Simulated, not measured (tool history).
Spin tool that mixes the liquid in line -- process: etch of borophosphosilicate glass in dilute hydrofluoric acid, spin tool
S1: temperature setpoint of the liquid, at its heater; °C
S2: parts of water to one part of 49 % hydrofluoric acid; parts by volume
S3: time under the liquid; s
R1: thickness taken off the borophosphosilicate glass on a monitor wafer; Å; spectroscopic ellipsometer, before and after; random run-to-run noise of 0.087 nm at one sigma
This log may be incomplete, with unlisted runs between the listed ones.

run 1 hour=0 | S1=23 S2=290 S3=240 | R1=272.08
run 2 hour=1.3 | S1=22.5 S2=290 S3=240 | R1=266.94
run 3 hour=9.5 | S1=21 S2=290 S3=240 | R1=254.26
run 4 hour=17.7 | S1=24 S2=290 S3=240 | R1=282.56
run 5 hour=22.9 | S1=24 S2=290 S3=255 | R1=298.61
run 6 hour=26 | S1=26.5 S2=290 S3=255 | R1=325.58
run 7 hour=33.5 | S1=25.5 S2=290 S3=255 | R1=316.57

Expected results for the next run?
run 8 hour=40.1 | S1=21.5 S2=295 S3=255 | R1=?

Logged for run 8: R1 268.75 Å.
